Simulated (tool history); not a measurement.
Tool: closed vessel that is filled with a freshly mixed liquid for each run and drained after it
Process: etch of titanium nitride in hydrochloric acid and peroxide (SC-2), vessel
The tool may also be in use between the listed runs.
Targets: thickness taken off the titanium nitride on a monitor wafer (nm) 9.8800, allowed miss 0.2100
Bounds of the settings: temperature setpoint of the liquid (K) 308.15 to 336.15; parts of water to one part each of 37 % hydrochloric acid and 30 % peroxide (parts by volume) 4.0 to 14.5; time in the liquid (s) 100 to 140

run	hour	temperature setpoint of the liquid (K)	parts of water to one part each of 37 % hydrochloric acid and 30 % peroxide (parts by volume)	time in the liquid (s)	thickness taken off the titanium nitride on a monitor wafer (nm)
1	0.0	320.15	8.0	140	5.5360
2	3.1	324.65	8.0	140	7.5274
3	11.4	324.65	8.0	100	5.3654
4	16.5	324.65	8.0	140	7.5075
5	23.4	324.65	6.0	140	9.3652
6	24.6	320.15	6.0	140	6.8941
7	28.1	326.65	6.0	140	10.7280
8	37.3	326.65	6.0	140	10.6880
9	43.4	326.15	6.0	140	10.4240

5 next moves are on the table. One of them brings every result within its allowed miss. Which?
A	49.5	326.15	6.0	135	?
B	49.5	329.65	6.5	120	?
C	49.5	327.15	6.0	130	?
D	49.5	325.65	5.5	135	?
E	49.5	324.65	5.0	135	?

move	thickness taken off the titanium nitride on a monitor wafer (nm)
A	10.0420
B	10.5380
C	10.3220
D	10.3660
E	10.3980
A: meets every target
B: further off than the last run
C: nearer than the last run, and not there yet
D: nearer than the last run, and not there yet
E: as far off as the last run
The right move is A.

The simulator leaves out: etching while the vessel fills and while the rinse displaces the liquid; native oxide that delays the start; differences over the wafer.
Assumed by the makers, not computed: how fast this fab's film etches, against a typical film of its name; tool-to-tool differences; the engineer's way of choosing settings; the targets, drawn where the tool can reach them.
